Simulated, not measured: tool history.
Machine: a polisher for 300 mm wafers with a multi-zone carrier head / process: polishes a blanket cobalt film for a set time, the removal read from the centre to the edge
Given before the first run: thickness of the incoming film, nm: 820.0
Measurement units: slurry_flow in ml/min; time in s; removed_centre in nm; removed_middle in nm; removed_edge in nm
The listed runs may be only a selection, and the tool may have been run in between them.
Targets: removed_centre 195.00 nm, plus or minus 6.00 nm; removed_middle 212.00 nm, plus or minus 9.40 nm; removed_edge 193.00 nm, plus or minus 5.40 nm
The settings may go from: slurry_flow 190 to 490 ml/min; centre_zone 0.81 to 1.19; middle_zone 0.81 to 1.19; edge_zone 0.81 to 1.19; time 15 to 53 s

run 1 hour=0.0 | slurry_flow=315 centre_zone=1.00 middle_zone=1.00 edge_zone=1.00 time=34 | removed_centre=144.15 removed_middle=148.34 removed_edge=144.94
run 2 hour=7.7 | slurry_flow=370 centre_zone=1.00 middle_zone=1.00 edge_zone=1.00 time=34 | removed_centre=146.08 removed_middle=151.28 removed_edge=148.28
run 3 hour=10.6 | slurry_flow=370 centre_zone=1.00 middle_zone=0.97 edge_zone=1.00 time=34 | removed_centre=149.15 removed_middle=148.78 removed_edge=148.04
run 4 hour=17.0 | slurry_flow=370 centre_zone=1.00 middle_zone=1.05 edge_zone=1.00 time=34 | removed_centre=148.45 removed_middle=154.07 removed_edge=149.63
run 5 hour=24.1 | slurry_flow=370 centre_zone=1.00 middle_zone=1.05 edge_zone=0.92 time=34 | removed_centre=146.21 removed_middle=155.68 removed_edge=141.39
run 6 hour=31.4 | slurry_flow=375 centre_zone=1.01 middle_zone=1.08 edge_zone=0.94 time=36 | removed_centre=160.86 removed_middle=173.13 removed_edge=153.35
run 7 hour=39.0 | slurry_flow=375 centre_zone=1.01 middle_zone=1.08 edge_zone=0.94 time=36 | removed_centre=155.41 removed_middle=171.57 removed_edge=153.27
run 8 hour=39.7 | slurry_flow=390 centre_zone=1.10 middle_zone=1.17 edge_zone=1.04 time=42 | removed_centre=203.76 removed_middle=209.83 removed_edge=186.65

Consider the 4 candidate settings below. Which is the only one whose results all fall within their allowed miss of target?
run A hour=40.4 | slurry_flow=385 centre_zone=1.16 middle_zone=1.17 edge_zone=1.05 time=41 | removed_centre=? removed_middle=? removed_edge=?
run B hour=40.4 | slurry_flow=370 centre_zone=1.10 middle_zone=1.19 edge_zone=0.91 time=41 | removed_centre=? removed_middle=? removed_edge=?
run C hour=40.4 | slurry_flow=275 centre_zone=1.06 middle_zone=1.17 edge_zone=1.08 time=43 | removed_centre=? removed_middle=? removed_edge=?
run D hour=40.4 | slurry_flow=475 centre_zone=1.13 middle_zone=1.14 edge_zone=1.03 time=43 | removed_centre=? removed_middle=? removed_edge=?

move=A removed_centre=208.77 removed_middle=208.76 removed_edge=182.69
move=B removed_centre=197.29 removed_middle=211.33 removed_edge=170.19
move=C removed_centre=193.77 removed_middle=212.90 removed_edge=190.13
move=D removed_centre=216.50 removed_middle=217.14 removed_edge=191.94
A: its largest miss is bigger than the last run's
B: puts the biggest miss on target and leaves a different result outside tolerance
C: all results land within tolerance of their targets
D: its largest miss is bigger than the last run's
The right move is C.

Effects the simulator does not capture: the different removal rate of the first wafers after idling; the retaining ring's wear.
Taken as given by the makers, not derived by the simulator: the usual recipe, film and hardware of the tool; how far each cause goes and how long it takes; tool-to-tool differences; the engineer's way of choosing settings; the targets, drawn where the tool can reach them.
